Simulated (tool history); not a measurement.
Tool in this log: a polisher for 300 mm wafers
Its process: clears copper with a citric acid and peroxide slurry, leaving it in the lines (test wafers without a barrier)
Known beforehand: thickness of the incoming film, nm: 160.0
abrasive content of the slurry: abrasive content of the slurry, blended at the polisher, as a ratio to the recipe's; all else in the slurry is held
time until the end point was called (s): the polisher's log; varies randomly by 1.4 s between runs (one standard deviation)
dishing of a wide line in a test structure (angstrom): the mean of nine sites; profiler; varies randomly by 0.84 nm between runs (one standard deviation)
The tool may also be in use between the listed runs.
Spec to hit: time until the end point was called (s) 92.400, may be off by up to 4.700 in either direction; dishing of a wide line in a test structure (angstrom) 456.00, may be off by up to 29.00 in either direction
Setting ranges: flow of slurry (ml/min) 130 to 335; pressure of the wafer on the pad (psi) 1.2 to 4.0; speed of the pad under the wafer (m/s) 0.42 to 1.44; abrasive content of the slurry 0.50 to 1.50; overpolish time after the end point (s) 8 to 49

run,hour,flow of slurry (ml/min),pressure of the wafer on the pad (psi),speed of the pad under the wafer (m/s),abrasive content of the slurry,overpolish time after the end point (s),time until the end point was called (s),dishing of a wide line in a test structure (angstrom)
1,0.0,215,2.6,0.92,1.00,25,90.735,314.60
2,6.0,215,2.6,0.70,1.00,25,114.700,251.02
3,13.0,215,2.6,0.90,1.00,25,92.686,315.19
4,19.4,215,3.0,0.90,1.00,25,83.020,339.66
5,20.3,215,3.2,0.90,1.00,25,76.877,347.60
6,28.3,215,3.5,0.90,1.00,25,70.432,385.74
7,30.9,215,3.2,0.90,1.00,28,76.771,386.19
8,32.8,215,3.0,0.90,1.00,31,80.830,406.83
9,34.1,215,3.0,0.90,1.00,31,79.846,409.40
10,35.0,215,2.8,0.90,1.00,33,86.585,408.51
11,36.5,215,2.8,0.90,1.00,33,85.785,414.16
12,41.4,215,2.7,0.90,1.00,35,91.774,416.55

Of the 5 settings listed for the next run, only one would bring every result within its allowed miss of target. Which one?
A,46.3,245,2.8,1.00,0.90,35,?,?
B,46.3,240,3.4,0.86,0.85,29,?,?
C,46.3,185,2.5,1.08,0.95,31,?,?
D,46.3,230,3.3,0.84,0.95,30,?,?
E,46.3,245,2.8,0.84,1.00,39,?,?

move,time until the end point was called (s),dishing of a wide line in a test structure (angstrom)
A,78.967,458.99
B,77.168,402.17
C,82.169,398.84
D,79.189,404.60
E,89.379,453.35
A: brings the result that was furthest off to its target, and leaves another outside
B: lands further from the targets than the last run did
C: lands further from the targets than the last run did
D: lands further from the targets than the last run did
E: every result within its allowed miss
Answer: E

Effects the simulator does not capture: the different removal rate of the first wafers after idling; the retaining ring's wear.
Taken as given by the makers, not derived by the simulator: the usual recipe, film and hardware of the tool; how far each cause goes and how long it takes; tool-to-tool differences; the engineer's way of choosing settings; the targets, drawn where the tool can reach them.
